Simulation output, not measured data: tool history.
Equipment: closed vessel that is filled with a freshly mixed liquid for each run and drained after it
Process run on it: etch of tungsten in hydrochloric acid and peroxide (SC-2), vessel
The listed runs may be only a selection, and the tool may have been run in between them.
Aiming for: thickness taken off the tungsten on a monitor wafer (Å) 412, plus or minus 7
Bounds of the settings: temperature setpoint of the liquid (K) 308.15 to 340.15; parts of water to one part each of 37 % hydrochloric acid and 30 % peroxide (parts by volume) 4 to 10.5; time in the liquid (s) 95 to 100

run,hour,temperature setpoint of the liquid (K),parts of water to one part each of 37 % hydrochloric acid and 30 % peroxide (parts by volume),time in the liquid (s),thickness taken off the tungsten on a monitor wafer (Å)
1,0,324.15,5.5,95,369.93
2,6.9,317.65,5.5,95,238.55
3,9.7,317.65,4,95,298.08
4,16.7,317.65,4,95,300.35
5,17.6,317.65,5,95,256.24
6,24.5,317.65,4,95,298.04
7,32,318.65,4,95,319.69
8,35.9,319.65,4,95,342.61
9,43.8,320.15,4,95,352.84
10,51.1,320.65,4,95,367.03
11,58.3,322.65,4,95,420.78
12,65.3,322.65,4,95,419.21

Next run, 4 choices. One meets every target within its allowed miss, the rest don't. Which?
A,72.3,322.15,4,100,?
B,72.3,323.15,4.5,95,?
C,72.3,323.15,4,95,?
D,72.3,323.65,4.5,95,?

move,thickness taken off the tungsten on a monitor wafer (Å)
A,429.91
B,403.07
C,436.66
D,416.71
A: further off than the last run
B: carries the result that was furthest off beyond its target, to the other side
C: further off than the last run
D: meets every target
Go with D: it meets all targets.
